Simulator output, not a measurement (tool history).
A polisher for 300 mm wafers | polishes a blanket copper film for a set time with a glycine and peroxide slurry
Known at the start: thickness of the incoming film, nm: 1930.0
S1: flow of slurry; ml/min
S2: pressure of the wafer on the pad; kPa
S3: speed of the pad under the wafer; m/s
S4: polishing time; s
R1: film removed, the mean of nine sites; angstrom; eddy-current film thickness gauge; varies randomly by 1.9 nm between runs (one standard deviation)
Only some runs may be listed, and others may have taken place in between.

| run | hour | S1 | S2 | S3 | S4 | R1 |
|---|---|---|---|---|---|---|
| 1 | 0.0 | 275 | 20.0 | 0.80 | 32 | 1256.4 |
| 2 | 0.6 | 275 | 20.7 | 0.80 | 32 | 1314.3 |
| 3 | 9.4 | 215 | 20.7 | 0.80 | 32 | 1257.3 |
| 4 | 12.4 | 220 | 21.4 | 0.80 | 32 | 1275.1 |
|  | 16.0 | head pressure recalibrated |
| 5 | 16.0 | 220 | 17.9 | 0.80 | 32 | 1088.8 |
| 6 | 22.1 | 230 | 18.6 | 0.80 | 32 | 1129.0 |

For run 7, what comes out?
| 7 | 26.5 | 240 | 19.3 | 0.80 | 32 | ? |

{"run 7": {"R1": 1163.7}}
